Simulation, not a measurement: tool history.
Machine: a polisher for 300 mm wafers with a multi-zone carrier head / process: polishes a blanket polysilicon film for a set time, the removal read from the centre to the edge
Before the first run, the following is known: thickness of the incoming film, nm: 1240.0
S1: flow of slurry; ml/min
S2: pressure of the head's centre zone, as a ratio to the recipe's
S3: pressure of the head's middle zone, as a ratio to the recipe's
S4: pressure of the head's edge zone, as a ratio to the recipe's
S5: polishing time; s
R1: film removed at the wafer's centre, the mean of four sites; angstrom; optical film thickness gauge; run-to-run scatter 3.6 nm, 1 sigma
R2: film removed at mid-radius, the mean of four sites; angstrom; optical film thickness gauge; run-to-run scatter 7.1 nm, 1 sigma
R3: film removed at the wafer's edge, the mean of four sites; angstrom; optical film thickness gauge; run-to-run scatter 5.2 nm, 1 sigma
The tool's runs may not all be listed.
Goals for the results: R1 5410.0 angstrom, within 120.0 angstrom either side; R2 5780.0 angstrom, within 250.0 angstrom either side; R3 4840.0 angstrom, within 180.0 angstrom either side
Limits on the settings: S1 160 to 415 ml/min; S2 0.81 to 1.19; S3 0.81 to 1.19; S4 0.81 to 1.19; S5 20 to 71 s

run	day	S1	S2	S3	S4	S5	R1	R2	R3
1	0.000	265	1.00	1.00	1.00	45	3970.5	3827.1	3909.8
2	0.246	275	1.01	1.03	1.00	47	4131.0	4112.6	4103.4
3	0.508	285	1.03	1.06	0.99	48	4289.3	4348.8	4123.7
4	0.608	285	1.03	1.06	0.99	58	5219.7	5344.0	5025.3
5	0.721	285	0.98	1.06	0.99	58	4958.9	5235.1	4939.6
6	0.967	285	0.98	1.01	0.99	58	4959.4	5094.7	4922.0
7	1.242	290	0.99	1.03	0.97	58	5100.9	5242.8	4843.9
8	1.450	300	0.99	1.04	0.97	58	5062.2	5432.8	4922.1
9	1.692	305	1.00	1.04	0.96	58	5116.8	5456.1	4850.6
10	1.846	310	1.01	1.04	0.96	58	5170.6	5244.6	4947.8

4 next moves are on the table. One of them brings every result within its allowed miss. Which?
A	2.000	230	1.01	1.08	0.83	63	?	?	?
B	2.000	305	1.00	1.01	1.03	60	?	?	?
C	2.000	350	0.94	1.08	0.94	60	?	?	?
D	2.000	295	0.95	1.10	0.98	59	?	?	?

move	R1	R2	R3
A	5452.4	5821.2	4802.6
B	5319.2	5400.5	5159.4
C	5079.0	5790.0	4989.1
D	4961.3	5694.0	4939.4
A: in spec on every target
B: nearer the targets than the last run, but a result is still out of spec
C: gets the furthest-off result to its target, but another result is out of tolerance
D: gets the furthest-off result to its target, but another result is out of tolerance
Answer: A
